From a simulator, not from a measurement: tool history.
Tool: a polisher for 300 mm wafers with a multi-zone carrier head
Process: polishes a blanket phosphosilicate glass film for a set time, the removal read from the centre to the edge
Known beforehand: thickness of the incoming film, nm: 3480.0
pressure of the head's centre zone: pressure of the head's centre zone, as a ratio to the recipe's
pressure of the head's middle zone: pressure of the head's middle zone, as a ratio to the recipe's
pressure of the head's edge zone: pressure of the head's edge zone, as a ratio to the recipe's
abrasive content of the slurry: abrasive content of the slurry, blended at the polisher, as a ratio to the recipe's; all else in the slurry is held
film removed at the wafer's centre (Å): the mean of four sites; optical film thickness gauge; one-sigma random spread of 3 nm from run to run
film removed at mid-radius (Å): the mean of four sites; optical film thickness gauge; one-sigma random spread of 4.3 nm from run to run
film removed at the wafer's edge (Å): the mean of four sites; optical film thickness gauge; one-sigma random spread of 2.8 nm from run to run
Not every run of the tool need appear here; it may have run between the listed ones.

| run | day | flow of slurry (ml/min) | pressure of the head's centre zone | pressure of the head's middle zone | pressure of the head's edge zone | abrasive content of the slurry | polishing time (s) | film removed at the wafer's centre (Å) | film removed at mid-radius (Å) | film removed at the wafer's edge (Å) |
|---|---|---|---|---|---|---|---|---|---|---|
| 1 | 0.000 | 290 | 1.00 | 1.00 | 1.00 | 1.00 | 45 | 4453.3 | 4555.9 | 4639.3 |
| 2 | 0.117 | 290 | 1.00 | 1.00 | 1.00 | 1.15 | 45 | 4718.7 | 4639.3 | 4796.9 |
| 3 | 0.179 | 295 | 1.03 | 1.01 | 0.98 | 1.05 | 42 | 4440.9 | 4359.5 | 4152.4 |
| 4 | 0.412 | 300 | 1.03 | 1.00 | 0.97 | 0.95 | 40 | 4115.4 | 3906.0 | 3946.2 |
| 5 | 0.625 | 300 | 1.03 | 1.00 | 0.89 | 0.95 | 40 | 4095.7 | 3961.1 | 3788.2 |
| 6 | 0.662 | 300 | 1.04 | 1.02 | 0.88 | 0.90 | 38 | 3829.2 | 3782.9 | 3464.1 |
| 7 | 1.038 | 300 | 1.05 | 1.03 | 0.87 | 0.85 | 37 | 3621.8 | 3632.5 | 3343.4 |
| 8 | 1.200 | 305 | 1.07 | 1.04 | 0.86 | 0.80 | 36 | 3611.4 | 3421.7 | 3192.2 |
| 9 | 1.446 | 305 | 1.08 | 1.06 | 0.85 | 0.75 | 35 | 3385.5 | 3348.0 | 2958.1 |
| 10 | 1.783 | 305 | 1.09 | 1.07 | 0.84 | 0.70 | 35 | 3404.4 | 3333.0 | 2837.6 |
| 11 | 1.846 | 300 | 1.09 | 1.07 | 0.84 | 0.65 | 35 | 3313.2 | 3101.8 | 2717.3 |
| 12 | 2.217 | 275 | 1.04 | 1.13 | 0.81 | 0.50 | 35 | 2804.5 | 2979.1 | 2463.2 |
| 13 | 2.312 | 275 | 1.05 | 1.13 | 0.81 | 0.50 | 35 | 2825.5 | 3015.8 | 2445.5 |
| 14 | 2.571 | 275 | 1.05 | 1.12 | 0.81 | 0.50 | 35 | 2789.9 | 2951.6 | 2437.0 |

Expected results for the next run?
| 15 | 2.629 | 275 | 1.05 | 1.12 | 0.81 | 0.50 | 35 | ? | ? | ? |

film removed at the wafer's centre (Å): 2783.6
film removed at mid-radius (Å): 3021.1
film removed at the wafer's edge (Å): 2424.7
